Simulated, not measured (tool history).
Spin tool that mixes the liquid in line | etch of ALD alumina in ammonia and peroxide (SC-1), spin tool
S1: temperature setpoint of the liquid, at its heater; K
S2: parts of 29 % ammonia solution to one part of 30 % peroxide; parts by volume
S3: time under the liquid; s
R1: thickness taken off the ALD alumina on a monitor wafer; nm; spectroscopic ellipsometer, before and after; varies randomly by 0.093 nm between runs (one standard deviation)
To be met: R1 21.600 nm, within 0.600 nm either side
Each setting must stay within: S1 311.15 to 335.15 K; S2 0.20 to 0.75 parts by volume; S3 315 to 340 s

run	hour	S1	S2	S3	R1
1	0.0	319.15	0.45	315	13.464
2	0.9	319.15	0.45	340	14.568
3	5.1	320.65	0.45	340	15.894
4	13.4	322.15	0.45	340	17.218
5	14.5	322.15	0.45	340	17.179
6	19.5	322.15	0.45	315	16.001
7	28.0	323.15	0.45	315	16.818
8	30.2	324.15	0.45	315	17.846
9	32.2	325.15	0.45	315	18.853
10	36.6	325.65	0.45	315	19.484
11	39.6	326.15	0.45	315	20.008
12	43.2	326.65	0.45	315	20.400
13	48.1	327.15	0.45	315	20.857

Of the 5 settings listed for the next run, only one would bring every result within its allowed miss of target. Which one?
A	53.0	325.65	0.35	340	?
B	53.0	327.65	0.45	315	?
C	53.0	326.15	0.25	340	?
D	53.0	326.15	0.50	315	?
E	53.0	324.65	0.45	340	?

move	R1
A	20.275
B	21.418
C	20.175
D	19.962
E	19.668
A: its largest miss is bigger than the last run's
B: all results land within tolerance of their targets
C: its largest miss is bigger than the last run's
D: its largest miss is bigger than the last run's
E: its largest miss is bigger than the last run's
Go with B: it meets all targets.
